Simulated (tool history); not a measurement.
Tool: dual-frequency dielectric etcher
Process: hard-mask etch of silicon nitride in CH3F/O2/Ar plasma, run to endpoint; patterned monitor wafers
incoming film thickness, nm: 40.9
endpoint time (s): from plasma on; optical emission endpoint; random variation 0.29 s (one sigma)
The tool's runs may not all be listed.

Run 1, day 0: source power (W) 530, bias power (W) 79. Result: endpoint time (s) 47.516.
Run 2, day 0.075: source power (W) 590, bias power (W) 79. Result: endpoint time (s) 45.831.
Run 3, day 0.283: source power (W) 670, bias power (W) 79. Result: endpoint time (s) 44.182.
Run 4, day 0.425: source power (W) 630, bias power (W) 73. Result: endpoint time (s) 45.404.
At day 0.658: source power generator calibrated.
Run 5, day 0.658: source power (W) 690, bias power (W) 73. Result: endpoint time (s) 43.83.
Run 6, day 0.929: source power (W) 740, bias power (W) 73. Result: endpoint time (s) 42.345.
Run 7, day 1.258: source power (W) 680, bias power (W) 68. Result: endpoint time (s) 44.85.

Run 8 comes next. What will it give?
Run 8, day 1.575: source power (W) 630, bias power (W) 64. Result: endpoint time (s) ?.

{"run 8": {"endpoint time (s)": 46.786}}
